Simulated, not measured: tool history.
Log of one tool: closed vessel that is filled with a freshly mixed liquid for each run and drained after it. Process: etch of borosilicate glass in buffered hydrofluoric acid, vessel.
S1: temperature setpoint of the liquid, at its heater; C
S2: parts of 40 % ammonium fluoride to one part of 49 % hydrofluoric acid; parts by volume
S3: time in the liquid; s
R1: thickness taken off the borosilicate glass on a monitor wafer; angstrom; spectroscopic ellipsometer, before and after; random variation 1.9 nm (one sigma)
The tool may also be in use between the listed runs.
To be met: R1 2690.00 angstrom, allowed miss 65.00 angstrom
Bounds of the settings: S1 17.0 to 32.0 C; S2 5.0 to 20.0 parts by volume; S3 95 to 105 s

run 1 hour=0.0 | S1=24.0 S2=12.0 S3=95 | R1=1108.40
run 2 hour=6.1 | S1=22.0 S2=12.0 S3=95 | R1=995.73
run 3 hour=7.1 | S1=24.0 S2=10.5 S3=95 | R1=1275.80
run 4 hour=11.1 | S1=26.0 S2=9.5 S3=95 | R1=1523.30
run 5 hour=19.0 | S1=27.5 S2=9.0 S3=95 | R1=1724.50
run 6 hour=22.0 | S1=30.0 S2=9.0 S3=95 | R1=1967.40
run 7 hour=23.7 | S1=30.5 S2=8.5 S3=95 | R1=2142.20
run 8 hour=30.1 | S1=31.0 S2=8.0 S3=95 | R1=2338.50
run 9 hour=35.3 | S1=31.5 S2=7.5 S3=95 | R1=2556.80

Which of these 4 next moves meets every target?
run A hour=40.5 | S1=30.5 S2=7.5 S3=100 | R1=?
run B hour=40.5 | S1=31.0 S2=7.5 S3=105 | R1=?
run C hour=40.5 | S1=28.0 S2=6.0 S3=95 | R1=?
run D hour=40.5 | S1=28.5 S2=7.0 S3=95 | R1=?

move=A R1=2577.20
move=B R1=2776.20
move=C R1=2664.20
move=D R1=2382.50
A: nearer than the last run, and not there yet
B: takes the result that was furthest off past its target
C: meets every target
D: further off than the last run
The right move is C.

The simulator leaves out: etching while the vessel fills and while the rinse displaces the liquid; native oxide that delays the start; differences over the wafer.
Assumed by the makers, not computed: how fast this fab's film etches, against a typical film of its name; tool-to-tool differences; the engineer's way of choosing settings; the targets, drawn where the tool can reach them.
